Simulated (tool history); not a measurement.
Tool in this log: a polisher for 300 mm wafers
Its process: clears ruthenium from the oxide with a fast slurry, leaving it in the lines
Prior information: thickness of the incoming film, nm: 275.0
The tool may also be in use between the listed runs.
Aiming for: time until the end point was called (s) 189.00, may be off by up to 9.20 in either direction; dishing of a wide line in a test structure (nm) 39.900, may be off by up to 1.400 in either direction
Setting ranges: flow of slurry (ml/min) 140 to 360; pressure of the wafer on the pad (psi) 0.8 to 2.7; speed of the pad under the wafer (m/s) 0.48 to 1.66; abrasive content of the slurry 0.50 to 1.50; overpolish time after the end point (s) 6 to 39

run	hour	flow of slurry (ml/min)	pressure of the wafer on the pad (psi)	speed of the pad under the wafer (m/s)	abrasive content of the slurry	overpolish time after the end point (s)	time until the end point was called (s)	dishing of a wide line in a test structure (nm)
1	0.0	230	1.7	1.06	1.00	20	129.90	37.501
2	5.8	225	1.5	1.06	1.00	22	142.54	36.918
3	12.5	225	1.5	1.06	1.15	22	131.41	39.365
4	18.6	225	1.3	1.04	1.15	24	150.79	38.746
5	22.7	225	1.3	0.78	1.15	24	194.04	30.947
6	24.8	225	1.3	0.78	1.15	26	193.76	33.192
7	28.8	225	1.3	0.78	1.15	27	191.81	34.607
8	35.5	225	1.3	0.78	1.15	28	193.22	34.774

Consider the 5 candidate settings below. Which is the only one whose results all fall within their allowed miss of target?
A	42.2	205	1.6	0.74	1.20	28	?	?
B	42.2	250	1.9	0.66	0.85	24	?	?
C	42.2	220	1.1	1.04	0.95	26	?	?
D	42.2	190	1.1	0.88	1.25	32	?	?
E	42.2	240	1.4	0.68	1.15	25	?	?

move	time until the end point was called (s)	dishing of a wide line in a test structure (nm)
A	169.88	38.953
B	192.43	30.955
C	187.14	33.886
D	191.64	39.360
E	203.17	30.604
A: gets the furthest-off result to its target, but another result is out of tolerance
B: further off than the last run
C: further off than the last run
D: all results in spec
E: further off than the last run
Answer: D
